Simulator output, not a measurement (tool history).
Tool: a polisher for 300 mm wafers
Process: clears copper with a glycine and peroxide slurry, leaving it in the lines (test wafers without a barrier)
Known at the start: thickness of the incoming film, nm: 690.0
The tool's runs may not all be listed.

| run | hour | flow of slurry (ml/min) | pressure of the wafer on the pad (kPa) | speed of the pad under the wafer (m/s) | overpolish time after the end point (s) | time until the end point was called (s) | dishing of a wide line in a test structure (angstrom) |
|---|---|---|---|---|---|---|---|
| 1 | 0 | 320 | 18.6 | 1.08 | 13 | 141.9 | 399.46 |
| 2 | 3.1 | 320 | 17.9 | 1.08 | 15 | 147.81 | 419.11 |
| 3 | 9.8 | 320 | 17.9 | 1.06 | 17 | 153.47 | 469.51 |
| 4 | 12 | 320 | 17.9 | 1.06 | 18 | 150.57 | 485.12 |
| 5 | 19.7 | 320 | 22.1 | 1.06 | 18 | 121.65 | 562.57 |
| 6 | 26.1 | 320 | 19.3 | 1.06 | 18 | 143.13 | 488 |
| 7 | 30.5 | 320 | 19.3 | 1.06 | 19 | 139.87 | 544.4 |
|  | 34.9 | head pressure recalibrated |
| 8 | 34.9 | 320 | 18.6 | 1.06 | 20 | 138.2 | 561.76 |
| 9 | 40.1 | 320 | 17.9 | 1.06 | 21 | 143.33 | 554.67 |

The next listed run, before its measurement:
| 10 | 48.4 | 320 | 17.2 | 1.06 | 22 | ? | ? |

{"run 10": {"time until the end point was called (s)": 149.34, "dishing of a wide line in a test structure (angstrom)": 560.88}}

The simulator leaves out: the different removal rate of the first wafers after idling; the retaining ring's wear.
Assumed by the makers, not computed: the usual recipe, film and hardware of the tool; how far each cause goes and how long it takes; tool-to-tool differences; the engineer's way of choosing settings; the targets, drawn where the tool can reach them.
